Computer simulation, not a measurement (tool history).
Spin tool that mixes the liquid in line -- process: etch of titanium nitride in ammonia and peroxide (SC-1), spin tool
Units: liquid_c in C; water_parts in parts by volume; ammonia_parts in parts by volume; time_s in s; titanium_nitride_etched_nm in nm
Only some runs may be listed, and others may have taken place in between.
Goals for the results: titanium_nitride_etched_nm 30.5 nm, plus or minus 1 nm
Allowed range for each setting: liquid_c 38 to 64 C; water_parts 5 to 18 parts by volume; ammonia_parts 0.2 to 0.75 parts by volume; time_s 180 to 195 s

run  hour  liquid_c  water_parts  ammonia_parts  time_s  titanium_nitride_etched_nm
  1     0        48           10           0.45     180                      12.614
  2   8.2        50           10           0.45     180                      14.003
  3  16.7        50           10           0.45     195                      15.682
  4  19.6        57           10           0.45     195                      24.761
  5  21.1        57           10           0.45     195                      24.994
  6  28.1        57           10           0.45     195                      25.233
  7  30.4      57.5           10           0.45     195                      26.143
  8  38.9        58           10           0.45     195                      26.894
  9  47.3      58.5           10           0.45     195                      27.428
 10  48.7      60.5           10           0.45     195                      31.376

Which single option among these 4 for the next run brings every result within its allowed miss of target? Just one does.
  A  50.1        61          9.5            0.5     185                           ?
  B  50.1      62.5           11            0.5     185                           ?
  C  50.1      61.5         10.5           0.45     195                           ?
  D  50.1        60          8.5            0.4     185                           ?

move  titanium_nitride_etched_nm
   A                      32.431
   B                      33.106
   C                      32.902
   D                      30.949
A: lands further from the targets than the last run did
B: lands further from the targets than the last run did
C: lands further from the targets than the last run did
D: all results land within tolerance of their targets
Answer: D
